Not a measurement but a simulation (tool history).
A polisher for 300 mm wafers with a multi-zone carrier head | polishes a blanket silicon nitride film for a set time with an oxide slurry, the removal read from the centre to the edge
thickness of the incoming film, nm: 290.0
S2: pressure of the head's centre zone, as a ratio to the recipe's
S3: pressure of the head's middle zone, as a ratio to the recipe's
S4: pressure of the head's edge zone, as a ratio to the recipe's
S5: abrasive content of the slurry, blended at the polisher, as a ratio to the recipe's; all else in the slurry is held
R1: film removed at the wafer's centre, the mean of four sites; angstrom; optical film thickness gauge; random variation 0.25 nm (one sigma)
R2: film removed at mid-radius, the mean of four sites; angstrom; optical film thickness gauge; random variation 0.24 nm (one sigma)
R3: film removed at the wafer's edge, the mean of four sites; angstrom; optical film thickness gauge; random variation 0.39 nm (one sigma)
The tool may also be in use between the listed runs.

Run 1, hour 0: flow of slurry (ml/min) 225, S2 1, S3 1, S4 1, S5 1, polishing time (s) 33. Result: R1 213.2 angstrom, R2 222.81 angstrom, R3 210.72 angstrom.
Run 2, hour 3.2: flow of slurry (ml/min) 225, S2 1, S3 1.04, S4 1, S5 1, polishing time (s) 33. Result: R1 211.63 angstrom, R2 224.4 angstrom, R3 216.29 angstrom.
Run 3, hour 11.1: flow of slurry (ml/min) 225, S2 1, S3 1.04, S4 1, S5 0.9, polishing time (s) 33. Result: R1 203.29 angstrom, R2 216.16 angstrom, R3 198.43 angstrom.
Run 4, hour 12.8: flow of slurry (ml/min) 230, S2 1.02, S3 1.04, S4 1.02, S5 0.95, polishing time (s) 33. Result: R1 212.35 angstrom, R2 220.99 angstrom, R3 212.52 angstrom.
At hour 18.9: worn pad replaced by a new one.
Run 5, hour 18.9: flow of slurry (ml/min) 230, S2 1.02, S3 1.04, S4 1.02, S5 0.85, polishing time (s) 33. Result: R1 220.18 angstrom, R2 232.53 angstrom, R3 214.42 angstrom.
Run 6, hour 19.8: flow of slurry (ml/min) 230, S2 1.09, S3 1.04, S4 1.02, S5 0.85, polishing time (s) 33. Result: R1 228.69 angstrom, R2 227.06 angstrom, R3 215.26 angstrom.
Run 7, hour 24.4: flow of slurry (ml/min) 240, S2 1.11, S3 1.05, S4 1.05, S5 0.9, polishing time (s) 33. Result: R1 247.42 angstrom, R2 243.52 angstrom, R3 230.81 angstrom.

Forecast run 8:
Run 8, hour 29.9: flow of slurry (ml/min) 240, S2 1.11, S3 1.03, S4 1.07, S5 0.95, polishing time (s) 33. Result: R1 ?, R2 ?, R3 ?.

{"run 8": {"R1": 252.72, "R2": 239.39, "R3": 238.49}}
